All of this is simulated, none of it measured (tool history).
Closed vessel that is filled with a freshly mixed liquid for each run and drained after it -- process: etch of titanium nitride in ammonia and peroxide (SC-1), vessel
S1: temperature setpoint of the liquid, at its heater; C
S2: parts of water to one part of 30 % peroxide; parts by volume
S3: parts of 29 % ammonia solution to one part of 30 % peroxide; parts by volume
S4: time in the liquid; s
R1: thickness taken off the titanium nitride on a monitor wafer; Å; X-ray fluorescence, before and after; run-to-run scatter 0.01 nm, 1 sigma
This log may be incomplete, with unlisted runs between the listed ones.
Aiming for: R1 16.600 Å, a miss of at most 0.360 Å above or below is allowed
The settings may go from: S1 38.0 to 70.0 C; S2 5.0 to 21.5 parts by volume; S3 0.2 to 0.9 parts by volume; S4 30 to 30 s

run 1 day=0.000 | S1=54.0 S2=12.0 S3=0.5 S4=30 | R1=30.500
run 2 day=0.242 | S1=54.0 S2=12.0 S3=0.5 S4=30 | R1=30.312
run 3 day=0.354 | S1=54.0 S2=12.0 S3=0.6 S4=30 | R1=31.076
run 4 day=0.379 | S1=54.0 S2=8.5 S3=0.6 S4=30 | R1=37.185
run 5 day=0.508 | S1=49.0 S2=8.5 S3=0.6 S4=30 | R1=26.211
run 6 day=0.529 | S1=49.0 S2=8.5 S3=0.6 S4=30 | R1=26.635
run 7 day=0.554 | S1=47.5 S2=8.5 S3=0.6 S4=30 | R1=24.085
run 8 day=0.679 | S1=46.5 S2=8.5 S3=0.6 S4=30 | R1=22.129
run 9 day=1.046 | S1=45.5 S2=8.5 S3=0.6 S4=30 | R1=20.933
run 10 day=1.133 | S1=45.0 S2=8.5 S3=0.6 S4=30 | R1=19.919
run 11 day=1.238 | S1=45.0 S2=8.5 S3=0.6 S4=30 | R1=19.836
run 12 day=1.450 | S1=44.5 S2=8.5 S3=0.6 S4=30 | R1=19.263
run 13 day=1.567 | S1=44.0 S2=8.5 S3=0.6 S4=30 | R1=18.678
run 14 day=1.833 | S1=43.5 S2=8.5 S3=0.6 S4=30 | R1=18.077
run 15 day=2.079 | S1=43.0 S2=8.5 S3=0.6 S4=30 | R1=17.300

Consider the 4 candidate settings below. Which is the only one whose results all fall within their allowed miss of target?
run A day=2.325 | S1=42.5 S2=7.5 S3=0.6 S4=30 | R1=?
run B day=2.325 | S1=44.0 S2=11.5 S3=0.8 S4=30 | R1=?
run C day=2.325 | S1=44.0 S2=8.5 S3=0.6 S4=30 | R1=?
run D day=2.325 | S1=43.5 S2=8.0 S3=0.6 S4=30 | R1=?

move=A R1=17.458
move=B R1=16.423
move=C R1=18.289
move=D R1=18.184
A: its largest miss is bigger than the last run's
B: every result within its allowed miss
C: its largest miss is bigger than the last run's
D: its largest miss is bigger than the last run's
The right move is B.

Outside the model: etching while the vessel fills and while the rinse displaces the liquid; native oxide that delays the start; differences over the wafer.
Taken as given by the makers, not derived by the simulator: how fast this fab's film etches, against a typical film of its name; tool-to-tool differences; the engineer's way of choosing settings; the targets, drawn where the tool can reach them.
